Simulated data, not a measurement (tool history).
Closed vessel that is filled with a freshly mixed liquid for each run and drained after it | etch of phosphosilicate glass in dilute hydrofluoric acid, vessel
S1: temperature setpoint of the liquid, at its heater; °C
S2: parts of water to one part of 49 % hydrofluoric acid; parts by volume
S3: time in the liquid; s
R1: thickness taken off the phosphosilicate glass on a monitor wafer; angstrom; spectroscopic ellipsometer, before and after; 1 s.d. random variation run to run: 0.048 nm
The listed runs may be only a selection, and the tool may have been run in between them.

| run | hour | S1 | S2 | S3 | R1 |
|---|---|---|---|---|---|
| 1 | 0 | 25 | 205 | 30 | 152.01 |
| 2 | 2.4 | 22.5 | 215 | 30 | 131.95 |
| 3 | 5.3 | 21 | 220 | 30 | 121.01 |
| 4 | 10.5 | 20 | 225 | 30 | 112.83 |
| 5 | 12.9 | 19 | 225 | 30 | 109.42 |
| 6 | 15.2 | 19 | 200 | 30 | 126.04 |

Run 7 is up next; what results do you expect?
| 7 | 18.5 | 18.5 | 210 | 30 | ? |

{"run 7": {"R1": 117.2}}
